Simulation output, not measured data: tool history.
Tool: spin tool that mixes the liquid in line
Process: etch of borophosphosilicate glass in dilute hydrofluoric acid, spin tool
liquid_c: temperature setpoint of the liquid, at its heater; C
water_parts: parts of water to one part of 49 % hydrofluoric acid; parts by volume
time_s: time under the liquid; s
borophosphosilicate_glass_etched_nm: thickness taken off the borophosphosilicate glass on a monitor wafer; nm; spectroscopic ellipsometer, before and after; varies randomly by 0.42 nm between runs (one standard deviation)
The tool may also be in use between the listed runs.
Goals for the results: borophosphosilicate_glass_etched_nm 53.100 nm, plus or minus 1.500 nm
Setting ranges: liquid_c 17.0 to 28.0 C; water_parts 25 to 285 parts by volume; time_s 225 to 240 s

run  hour  liquid_c  water_parts  time_s  borophosphosilicate_glass_etched_nm
  1   0.0      20.0          155     225                               37.139
  2   6.2      21.5          155     225                               39.299
  3  13.9      21.5          155     240                               41.656
  4  15.9      24.5          155     240                               47.067
  5  20.9      22.0          155     240                               43.005
  6  26.4      22.0          155     240                               42.598
  7  27.4      23.0          155     240                               44.427
  8  32.6      24.0          155     240                               46.725
  9  36.8      24.5          155     240                               46.770
 10  43.1      25.0          155     240                               47.492
 11  50.1      25.5          155     240                               49.131
 12  52.4      26.0          155     240                               50.290

Of the 4 settings listed for the next run, only one would bring every result within its allowed miss of target. Which one?
  A  54.7      27.5          145     240                                    ?
  B  54.7      26.0          140     240                                    ?
  C  54.7      25.5          145     240                                    ?
  D  54.7      28.0          160     230                                    ?

move  borophosphosilicate_glass_etched_nm
   A                               57.045
   B                               56.205
   C                               52.933
   D                               49.530
A: carries the result that was furthest off beyond its target, to the other side
B: carries the result that was furthest off beyond its target, to the other side
C: in spec on every target
D: the biggest miss grows against the last run
The right move is C.
